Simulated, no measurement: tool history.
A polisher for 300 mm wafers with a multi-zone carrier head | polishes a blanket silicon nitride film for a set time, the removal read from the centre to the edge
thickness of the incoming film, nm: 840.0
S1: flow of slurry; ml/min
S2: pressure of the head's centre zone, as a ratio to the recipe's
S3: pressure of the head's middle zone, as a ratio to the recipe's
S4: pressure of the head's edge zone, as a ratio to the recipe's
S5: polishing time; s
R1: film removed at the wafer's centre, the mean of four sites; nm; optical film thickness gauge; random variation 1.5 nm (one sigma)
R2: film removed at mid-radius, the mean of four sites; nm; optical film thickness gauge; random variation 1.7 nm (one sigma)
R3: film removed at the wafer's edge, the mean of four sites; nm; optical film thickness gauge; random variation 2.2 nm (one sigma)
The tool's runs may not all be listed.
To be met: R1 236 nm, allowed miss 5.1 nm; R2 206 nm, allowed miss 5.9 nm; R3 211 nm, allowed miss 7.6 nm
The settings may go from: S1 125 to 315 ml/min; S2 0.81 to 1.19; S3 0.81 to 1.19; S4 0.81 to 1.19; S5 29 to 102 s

run 1 day=0 | S1=205 S2=1 S3=1 S4=1 S5=65 | R1=142.84 R2=146.04 R3=150.82
run 2 day=0.171 | S1=205 S2=1 S3=1 S4=0.95 S5=65 | R1=143.48 R2=145.86 R3=143.41
run 3 day=0.425 | S1=205 S2=0.95 S3=1 S4=0.95 S5=65 | R1=135.38 R2=145.93 R3=146.13
run 4 day=0.671 | S1=205 S2=0.95 S3=1 S4=1.02 S5=65 | R1=136.79 R2=147.92 R3=150.78
run 5 day=1.008 | S1=205 S2=0.95 S3=1 S4=0.95 S5=65 | R1=137.33 R2=147.09 R3=145.66
run 6 day=1.225 | S1=185 S2=0.95 S3=1 S4=0.95 S5=65 | R1=133.5 R2=145.33 R3=145.95
run 7 day=1.308 | S1=195 S2=1.02 S3=1.02 S4=1 S5=71 | R1=159.25 R2=158.92 R3=163.74
run 8 day=1.333 | S1=215 S2=1.07 S3=1.05 S4=1.04 S5=74 | R1=174.33 R2=173.28 R3=173.1
run 9 day=1.396 | S1=230 S2=1.11 S3=1.05 S4=1.06 S5=77 | R1=191.78 R2=181.08 R3=184.1
run 10 day=1.521 | S1=245 S2=1.13 S3=1.05 S4=1.07 S5=79 | R1=201.12 R2=185.43 R3=187.42
run 11 day=1.638 | S1=245 S2=1.15 S3=1.05 S4=1.08 S5=81 | R1=210.79 R2=192.96 R3=195.53

Which of these 4 next moves meets every target?
run A day=1.754 | S1=245 S2=1.18 S3=1.02 S4=1.04 S5=89 | R1=? R2=? R3=?
run B day=1.754 | S1=235 S2=1.05 S3=1.17 S4=1.09 S5=75 | R1=? R2=? R3=?
run C day=1.754 | S1=245 S2=1.08 S3=1.19 S4=1.1 S5=77 | R1=? R2=? R3=?
run D day=1.754 | S1=205 S2=0.96 S3=0.96 S4=1.19 S5=82 | R1=? R2=? R3=?

move=A R1=239.12 R2=205.88 R3=210.76
move=B R1=178.46 R2=194.34 R3=180.84
move=C R1=189.46 R2=203.35 R3=187.1
move=D R1=174.94 R2=176.81 R3=205.02
A: meets every target
B: further off than the last run
C: further off than the last run
D: further off than the last run
Answer: A
